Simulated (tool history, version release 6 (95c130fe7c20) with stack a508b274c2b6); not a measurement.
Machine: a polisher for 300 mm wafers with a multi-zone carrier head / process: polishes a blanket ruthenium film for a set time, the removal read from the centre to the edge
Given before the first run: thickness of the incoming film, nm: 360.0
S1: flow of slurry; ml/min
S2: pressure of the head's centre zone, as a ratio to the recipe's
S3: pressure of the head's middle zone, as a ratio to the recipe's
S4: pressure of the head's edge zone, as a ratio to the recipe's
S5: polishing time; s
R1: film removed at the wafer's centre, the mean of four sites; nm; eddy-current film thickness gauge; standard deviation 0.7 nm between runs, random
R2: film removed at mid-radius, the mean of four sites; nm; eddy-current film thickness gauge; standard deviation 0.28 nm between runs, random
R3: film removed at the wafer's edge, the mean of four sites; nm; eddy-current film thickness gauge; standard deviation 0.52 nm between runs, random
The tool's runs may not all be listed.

run,hour,S1,S2,S3,S4,S5,R1,R2,R3
1,0,310,1,1,1,45,37.928,36.34,36.933
2,5.9,310,1.04,1,1,45,38.483,35.763,37.413
3,13.7,315,1.06,1,1.01,46,41.063,37.318,37.304
4,16.4,310,1.06,0.99,1.02,47,41.831,37.304,38.15
5,20.9,305,1.05,0.98,1.03,48,41.855,37.818,40.341
6,24.3,305,1.05,0.98,0.94,48,42.402,38.228,38.589
7,28.1,345,1.15,1.01,1.04,53,52.082,42.965,44.869

Estimate the outcome of run 8 from the log above:
8,32.4,345,1.14,1,1.05,53,?,?,?

Run 8 produced R1 51.735 nm, R2 43.047 nm, R3 44.816 nm.
